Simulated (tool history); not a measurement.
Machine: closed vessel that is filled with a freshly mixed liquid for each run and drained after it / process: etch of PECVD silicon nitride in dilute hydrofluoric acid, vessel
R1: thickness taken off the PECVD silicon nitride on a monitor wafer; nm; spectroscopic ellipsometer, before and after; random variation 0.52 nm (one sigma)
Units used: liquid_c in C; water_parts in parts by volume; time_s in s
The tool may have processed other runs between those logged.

run 1 hour=0.0 | liquid_c=21.0 water_parts=170 time_s=2955 | R1=57.617
run 2 hour=0.7 | liquid_c=21.0 water_parts=170 time_s=2955 | R1=58.196
run 3 hour=6.1 | liquid_c=21.5 water_parts=170 time_s=2955 | R1=60.032
run 4 hour=11.6 | liquid_c=21.5 water_parts=170 time_s=2955 | R1=60.572
run 5 hour=15.7 | liquid_c=19.5 water_parts=170 time_s=2955 | R1=52.864
run 6 hour=18.1 | liquid_c=20.0 water_parts=170 time_s=2955 | R1=54.274
run 7 hour=19.5 | liquid_c=20.5 water_parts=170 time_s=2955 | R1=56.917
run 8 hour=28.5 | liquid_c=21.0 water_parts=170 time_s=2955 | R1=58.174
run 9 hour=34.1 | liquid_c=21.5 water_parts=170 time_s=2955 | R1=60.363
run 10 hour=39.3 | liquid_c=22.0 water_parts=170 time_s=2955 | R1=61.914
run 11 hour=42.0 | liquid_c=22.5 water_parts=170 time_s=2955 | R1=64.263
run 12 hour=50.9 | liquid_c=23.0 water_parts=170 time_s=2955 | R1=65.567

What does the tool deliver on the next run?
run 13 hour=59.2 | liquid_c=23.5 water_parts=170 time_s=2955 | R1=?

Run 13 came out at R1 68.587 nm.

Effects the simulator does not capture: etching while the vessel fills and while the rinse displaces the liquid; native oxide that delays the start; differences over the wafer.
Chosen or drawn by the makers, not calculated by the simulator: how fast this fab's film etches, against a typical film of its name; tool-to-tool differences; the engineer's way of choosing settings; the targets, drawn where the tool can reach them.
